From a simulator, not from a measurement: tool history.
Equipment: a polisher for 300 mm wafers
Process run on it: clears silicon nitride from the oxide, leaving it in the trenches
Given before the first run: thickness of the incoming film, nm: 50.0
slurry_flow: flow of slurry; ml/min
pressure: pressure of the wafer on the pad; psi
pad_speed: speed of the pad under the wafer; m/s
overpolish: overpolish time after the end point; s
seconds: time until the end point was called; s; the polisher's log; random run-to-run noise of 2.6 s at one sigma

| run | day | slurry_flow | pressure | pad_speed | overpolish | seconds |
|---|---|---|---|---|---|---|
| 1 | 0 | 220 | 1.7 | 0.84 | 6 | 103.74 |
| 2 | 0.208 | 220 | 1.7 | 0.84 | 6 | 104.67 |
| 3 | 0.242 | 220 | 1.7 | 0.84 | 5 | 105.01 |
| 4 | 0.288 | 185 | 1.7 | 0.84 | 5 | 106.98 |
| 5 | 0.371 | 215 | 1.7 | 0.84 | 5 | 105.48 |
| 6 | 0.45 | 215 | 1.7 | 0.84 | 6 | 106.31 |
| 7 | 0.608 | 215 | 1.6 | 0.84 | 6 | 108.98 |

Estimate the outcome of run 8 from the log above:
| 8 | 0.688 | 215 | 1.5 | 0.82 | 6 | ? |

{"run 8": {"seconds": 123.53}}

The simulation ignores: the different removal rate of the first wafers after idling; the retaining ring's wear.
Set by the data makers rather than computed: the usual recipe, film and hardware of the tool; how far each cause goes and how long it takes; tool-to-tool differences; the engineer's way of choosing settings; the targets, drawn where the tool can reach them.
